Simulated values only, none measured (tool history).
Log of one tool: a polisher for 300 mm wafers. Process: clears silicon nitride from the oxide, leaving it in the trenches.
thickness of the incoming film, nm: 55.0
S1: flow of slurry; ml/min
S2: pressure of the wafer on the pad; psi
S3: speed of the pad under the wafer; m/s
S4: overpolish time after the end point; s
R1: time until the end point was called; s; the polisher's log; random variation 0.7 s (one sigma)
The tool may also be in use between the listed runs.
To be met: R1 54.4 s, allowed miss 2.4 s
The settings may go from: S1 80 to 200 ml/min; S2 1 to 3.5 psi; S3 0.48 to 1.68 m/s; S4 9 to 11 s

{"run": 1, "day": 0.0, "S1": 130, "S2": 2.2, "S3": 1.08, "S4": 11, "R1": 90.478}
{"run": 2, "day": 0.325, "S1": 130, "S2": 2.2, "S3": 1.08, "S4": 11, "R1": 89.649}
{"run": 3, "day": 0.675, "S1": 135, "S2": 2.5, "S3": 1.1, "S4": 11, "R1": 77.618}
{"run": 4, "day": 1.004, "S1": 135, "S2": 2.5, "S3": 0.98, "S4": 11, "R1": 84.892}
{"run": 5, "day": 1.158, "S1": 140, "S2": 2.8, "S3": 1, "S4": 11, "R1": 73.007}
{"run": 6, "day": 1.421, "S1": 140, "S2": 2.8, "S3": 1.18, "S4": 11, "R1": 64.923}
{"run": 7, "day": 1.575, "S1": 140, "S2": 2.9, "S3": 1.18, "S4": 11, "R1": 62.297}
{"run": 8, "day": 1.938, "S1": 145, "S2": 3, "S3": 1.18, "S4": 11, "R1": 58.041}

Which of these 4 next moves meets every target?
{"run": "A", "day": 2.3, "S1": 150, "S2": 2.8, "S3": 1.2, "S4": 11, "R1": "?"}
{"run": "B", "day": 2.3, "S1": 155, "S2": 2.6, "S3": 1.26, "S4": 11, "R1": "?"}
{"run": "C", "day": 2.3, "S1": 165, "S2": 3.4, "S3": 1.12, "S4": 11, "R1": "?"}
{"run": "D", "day": 2.3, "S1": 140, "S2": 3.5, "S3": 1.24, "S4": 9, "R1": "?"}

move=A R1=61.42
move=B R1=62.641
move=C R1=53.535
move=D R1=48.355
A: further off than the last run
B: further off than the last run
C: meets every target
D: takes the result that was furthest off past its target
Move C is the one to make.
